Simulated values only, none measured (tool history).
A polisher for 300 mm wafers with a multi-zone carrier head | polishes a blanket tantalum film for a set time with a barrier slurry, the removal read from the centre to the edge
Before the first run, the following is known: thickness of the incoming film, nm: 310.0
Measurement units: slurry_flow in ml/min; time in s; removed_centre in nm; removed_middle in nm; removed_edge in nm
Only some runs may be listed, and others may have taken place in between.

Run 1, hour 0: slurry_flow 295 ml/min, centre_zone 1, middle_zone 1, edge_zone 1, slurry_solids 1, time 61 s. Result: removed_centre 116.86 nm, removed_middle 114.68 nm, removed_edge 112.92 nm.
Run 2, hour 3.1: slurry_flow 295 ml/min, centre_zone 1.05, middle_zone 1, edge_zone 1, slurry_solids 1, time 61 s. Result: removed_centre 121.82 nm, removed_middle 112.95 nm, removed_edge 111.06 nm.
Run 3, hour 5.5: slurry_flow 295 ml/min, centre_zone 1.09, middle_zone 1, edge_zone 1, slurry_solids 1, time 61 s. Result: removed_centre 126.66 nm, removed_middle 114.28 nm, removed_edge 113.02 nm.
Run 4, hour 8.1: slurry_flow 295 ml/min, centre_zone 1.09, middle_zone 0.92, edge_zone 1, slurry_solids 1, time 61 s. Result: removed_centre 128.67 nm, removed_middle 104.63 nm, removed_edge 111.7 nm.
Run 5, hour 8.9: slurry_flow 365 ml/min, centre_zone 1.09, middle_zone 0.92, edge_zone 1, slurry_solids 1, time 61 s. Result: removed_centre 130.62 nm, removed_middle 109.3 nm, removed_edge 114.26 nm.
At hour 10: worn pad replaced by a new one.
Run 6, hour 10: slurry_flow 400 ml/min, centre_zone 1.09, middle_zone 0.92, edge_zone 1, slurry_solids 1, time 61 s. Result: removed_centre 143.36 nm, removed_middle 117.9 nm, removed_edge 125.64 nm.
Run 7, hour 15.4: slurry_flow 415 ml/min, centre_zone 1.11, middle_zone 0.93, edge_zone 1, slurry_solids 1.05, time 61 s. Result: removed_centre 149.96 nm, removed_middle 120.09 nm, removed_edge 127.5 nm.

What will run 8 give?
Run 8, hour 21.3: slurry_flow 430 ml/min, centre_zone 1.19, middle_zone 1.02, edge_zone 1.08, slurry_solids 1.3, time 62 s. Result: removed_centre ?, removed_middle ?, removed_edge ?.

{"run 8": {"removed_centre": 173.6, "removed_middle": 141.72, "removed_edge": 144.76}}

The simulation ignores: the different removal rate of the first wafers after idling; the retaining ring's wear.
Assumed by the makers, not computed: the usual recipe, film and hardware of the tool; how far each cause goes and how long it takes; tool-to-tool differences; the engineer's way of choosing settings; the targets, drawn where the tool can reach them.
